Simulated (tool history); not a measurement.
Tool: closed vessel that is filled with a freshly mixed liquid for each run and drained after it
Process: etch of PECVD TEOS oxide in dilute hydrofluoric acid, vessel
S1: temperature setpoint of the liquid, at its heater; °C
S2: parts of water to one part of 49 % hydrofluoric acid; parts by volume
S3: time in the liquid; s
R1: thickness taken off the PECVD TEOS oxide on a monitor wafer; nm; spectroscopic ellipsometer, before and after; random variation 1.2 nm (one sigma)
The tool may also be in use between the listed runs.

run    day    S1   S2   S3      R1
  1      0    22  205  960  42.842
  2  0.121    24  165  960  58.939
  3  0.342  25.5  135  960  79.327
  4  0.662  25.5   95  960  119.32
  5  0.867  25.5  155  960  66.968
  6  1.121  25.5  115  960  97.659
  7  1.433  25.5  115  960   96.98
  8  1.483  26.5  105  960  112.42

The next listed run, before its measurement:
  9  1.571  30  105  960   ?

R1: 127.26 nm
